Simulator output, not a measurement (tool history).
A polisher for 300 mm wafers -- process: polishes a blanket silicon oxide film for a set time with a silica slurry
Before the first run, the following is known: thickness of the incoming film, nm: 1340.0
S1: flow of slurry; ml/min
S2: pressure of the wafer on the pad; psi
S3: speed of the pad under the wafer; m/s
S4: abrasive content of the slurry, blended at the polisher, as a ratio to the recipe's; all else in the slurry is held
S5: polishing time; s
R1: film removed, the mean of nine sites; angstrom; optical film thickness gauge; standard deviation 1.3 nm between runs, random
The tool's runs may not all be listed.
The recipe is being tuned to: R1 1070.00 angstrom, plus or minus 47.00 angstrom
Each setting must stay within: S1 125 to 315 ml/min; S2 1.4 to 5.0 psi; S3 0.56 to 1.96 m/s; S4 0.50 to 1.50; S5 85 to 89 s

run,hour,S1,S2,S3,S4,S5,R1
1,0.0,205,3.2,1.26,1.00,85,2461.10
2,3.3,205,2.8,1.16,1.00,85,2037.30
3,11.0,205,2.8,1.16,1.00,85,2031.30
4,15.7,205,2.5,1.08,1.00,85,1715.30
5,21.5,175,2.5,1.08,1.00,85,1671.00
6,27.1,175,2.5,1.08,1.15,85,1864.30
7,29.5,175,2.2,1.02,1.15,85,1522.10
8,31.4,175,2.2,1.02,1.15,85,1511.60
9,32.4,175,2.0,1.02,1.15,85,1393.80
10,35.6,175,2.0,1.02,1.15,85,1405.60
11,37.3,175,1.9,1.02,1.15,85,1296.10
12,43.6,175,1.8,1.02,1.15,85,1238.40
13,49.6,175,1.4,1.00,1.15,85,977.73

Exactly one of the 4 candidate moves below puts every result within its allowed miss. Which one?
A,55.6,150,1.6,0.90,1.35,85,?
B,55.6,170,1.5,0.90,1.10,89,?
C,55.6,175,1.4,0.84,1.25,85,?
D,55.6,200,1.6,1.00,1.25,86,?

move,R1
A,1075.40
B,990.75
C,894.54
D,1204.40
A: meets every target
B: nearer than the last run, and not there yet
C: further off than the last run
D: takes the biggest miss from the last run beyond its target
Correct choice: A, which meets every target
